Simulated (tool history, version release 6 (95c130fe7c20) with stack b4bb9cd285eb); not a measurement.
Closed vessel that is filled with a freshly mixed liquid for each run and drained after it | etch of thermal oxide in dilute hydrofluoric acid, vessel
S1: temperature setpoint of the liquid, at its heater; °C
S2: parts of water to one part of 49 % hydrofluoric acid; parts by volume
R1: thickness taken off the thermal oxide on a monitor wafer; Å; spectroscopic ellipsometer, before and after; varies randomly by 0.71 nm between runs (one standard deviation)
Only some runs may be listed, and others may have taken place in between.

run 1 hour=0.0 | S1=25.0 S2=85 time_in_the_liquid_(s)=1310 | R1=681.22
run 2 hour=4.5 | S1=22.0 S2=85 time_in_the_liquid_(s)=1310 | R1=603.20
run 3 hour=9.6 | S1=24.5 S2=80 time_in_the_liquid_(s)=1310 | R1=718.84
run 4 hour=15.9 | S1=26.5 S2=75 time_in_the_liquid_(s)=1310 | R1=838.79
run 5 hour=22.5 | S1=29.5 S2=75 time_in_the_liquid_(s)=1310 | R1=938.81
run 6 hour=24.9 | S1=30.5 S2=70 time_in_the_liquid_(s)=1310 | R1=1049.50
run 7 hour=28.5 | S1=31.0 S2=70 time_in_the_liquid_(s)=1310 | R1=1062.30
run 8 hour=35.4 | S1=31.5 S2=65 time_in_the_liquid_(s)=1310 | R1=1192.70
run 9 hour=36.4 | S1=32.0 S2=65 time_in_the_liquid_(s)=1310 | R1=1196.60

Run 10, settings as shown, results not yet in. Your forecast:
run 10 hour=40.4 | S1=32.5 S2=65 time_in_the_liquid_(s)=1310 | R1=?

R1: 1236.70 Å

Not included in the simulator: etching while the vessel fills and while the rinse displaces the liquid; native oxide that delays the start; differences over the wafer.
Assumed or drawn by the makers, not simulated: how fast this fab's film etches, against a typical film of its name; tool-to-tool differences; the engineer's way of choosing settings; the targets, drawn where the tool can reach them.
